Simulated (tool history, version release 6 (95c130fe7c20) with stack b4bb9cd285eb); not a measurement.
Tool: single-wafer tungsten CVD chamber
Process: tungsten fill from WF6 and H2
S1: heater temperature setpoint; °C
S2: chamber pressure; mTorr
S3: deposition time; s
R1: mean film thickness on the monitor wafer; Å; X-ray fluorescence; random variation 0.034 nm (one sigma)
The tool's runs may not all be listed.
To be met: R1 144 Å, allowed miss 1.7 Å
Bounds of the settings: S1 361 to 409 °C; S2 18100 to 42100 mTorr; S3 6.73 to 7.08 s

run	hour	S1	S2	S3	R1
1	0	385	30100	7.08	168.03
2	1	383	30100	7.08	162.33
3	1.7	382	30100	7.08	159.7
4	9.5	382	34400	7.08	169.89
5	16.8	382	34400	7.08	170.56
6	22.1	382	37100	7.08	176.69
# hour 27.9: thermocouple changed; heater temperature recalibrated
7	27.9	380	37100	7.08	158.68
8	30.2	379	37100	7.08	155.56
9	31.5	374	37100	7.08	142.1

5 next moves are on the table. One of them brings every result within its allowed miss. Which?
A	32.8	375	38300	6.79	?
B	32.8	375	36500	7.08	?
C	32.8	376	36300	6.88	?
D	32.8	377	32400	7.04	?
E	32.8	374	36200	6.98	?

move	R1
A	140.5
B	143.24
C	141.37
D	139.59
E	138.13
A: further off than the last run
B: meets every target
C: further off than the last run
D: further off than the last run
E: further off than the last run
Move B is the one to make.
